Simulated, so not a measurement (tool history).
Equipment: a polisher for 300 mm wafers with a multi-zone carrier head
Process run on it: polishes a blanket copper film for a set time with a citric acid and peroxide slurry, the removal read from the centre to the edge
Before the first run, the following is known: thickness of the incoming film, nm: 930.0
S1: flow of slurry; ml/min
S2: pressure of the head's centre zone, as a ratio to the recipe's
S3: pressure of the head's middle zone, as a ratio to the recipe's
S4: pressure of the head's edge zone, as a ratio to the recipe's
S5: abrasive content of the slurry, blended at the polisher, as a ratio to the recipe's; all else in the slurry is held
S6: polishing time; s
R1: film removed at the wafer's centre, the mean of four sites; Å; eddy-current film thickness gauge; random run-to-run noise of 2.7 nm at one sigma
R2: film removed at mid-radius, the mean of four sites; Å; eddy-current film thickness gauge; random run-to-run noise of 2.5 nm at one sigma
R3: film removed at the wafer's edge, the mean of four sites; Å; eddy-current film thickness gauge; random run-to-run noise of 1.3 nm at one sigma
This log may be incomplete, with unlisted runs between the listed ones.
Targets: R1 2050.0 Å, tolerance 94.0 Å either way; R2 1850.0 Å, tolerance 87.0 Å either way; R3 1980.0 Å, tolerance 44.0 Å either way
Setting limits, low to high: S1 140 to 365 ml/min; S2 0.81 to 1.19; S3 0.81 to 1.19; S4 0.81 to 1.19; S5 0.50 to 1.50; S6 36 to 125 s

run 1 hour=0.0 | S1=235 S2=1.00 S3=1.00 S4=1.00 S5=1.00 S6=80 | R1=1434.2 R2=1381.9 R3=1431.3
run 2 hour=5.0 | S1=235 S2=1.00 S3=1.00 S4=1.00 S5=0.90 S6=80 | R1=1399.9 R2=1376.4 R3=1387.3
run 3 hour=5.8 | S1=250 S2=1.03 S3=1.04 S4=1.04 S5=1.10 S6=83 | R1=1637.9 R2=1519.5 R3=1543.2
run 4 hour=8.7 | S1=255 S2=1.02 S3=1.05 S4=1.07 S5=1.20 S6=86 | R1=1690.3 R2=1629.0 R3=1642.0
run 5 hour=14.8 | S1=255 S2=1.02 S3=1.05 S4=1.07 S5=1.05 S6=86 | R1=1610.3 R2=1556.9 R3=1607.6
run 6 hour=21.9 | S1=260 S2=1.03 S3=1.05 S4=1.10 S5=1.20 S6=88 | R1=1762.9 R2=1708.0 R3=1717.5
run 7 hour=30.6 | S1=265 S2=1.04 S3=1.01 S4=1.13 S5=1.25 S6=89 | R1=1787.5 R2=1651.6 R3=1754.3
run 8 hour=33.3 | S1=270 S2=1.05 S3=1.01 S4=1.15 S5=1.30 S6=91 | R1=1862.1 R2=1695.2 R3=1855.0
run 9 hour=34.6 | S1=275 S2=1.06 S3=1.02 S4=1.16 S5=1.35 S6=91 | R1=1901.5 R2=1743.6 R3=1857.8
run 10 hour=42.3 | S1=280 S2=1.07 S3=1.02 S4=1.17 S5=1.40 S6=92 | R1=1958.7 R2=1768.3 R3=1914.4

Exactly one of the 5 candidate moves below puts every result within its allowed miss. Which one?
run A hour=50.0 | S1=270 S2=1.03 S3=1.11 S4=1.19 S5=1.40 S6=89 | R1=? R2=? R3=?
run B hour=50.0 | S1=260 S2=1.00 S3=1.05 S4=1.19 S5=1.50 S6=92 | R1=? R2=? R3=?
run C hour=50.0 | S1=245 S2=1.06 S3=1.00 S4=1.19 S5=1.25 S6=101 | R1=? R2=? R3=?
run D hour=50.0 | S1=290 S2=1.07 S3=1.01 S4=1.15 S5=1.35 S6=95 | R1=? R2=? R3=?
run E hour=50.0 | S1=190 S2=1.12 S3=0.97 S4=1.00 S5=1.30 S6=106 | R1=? R2=? R3=?

move=A R1=1826.4 R2=1875.5 R3=1875.4
move=B R1=1853.1 R2=1871.5 R3=1965.5
move=C R1=2053.5 R2=1877.9 R3=2060.7
move=D R1=2023.3 R2=1844.6 R3=1963.2
move=E R1=2219.1 R2=1878.5 R3=1953.9
A: lands further from the targets than the last run did
B: brings the result that was furthest off to its target, and leaves another outside
C: pushes the last run's worst result past its target
D: in spec on every target
E: brings the result that was furthest off to its target, and leaves another outside
D is the move that brings every result within its allowed miss.
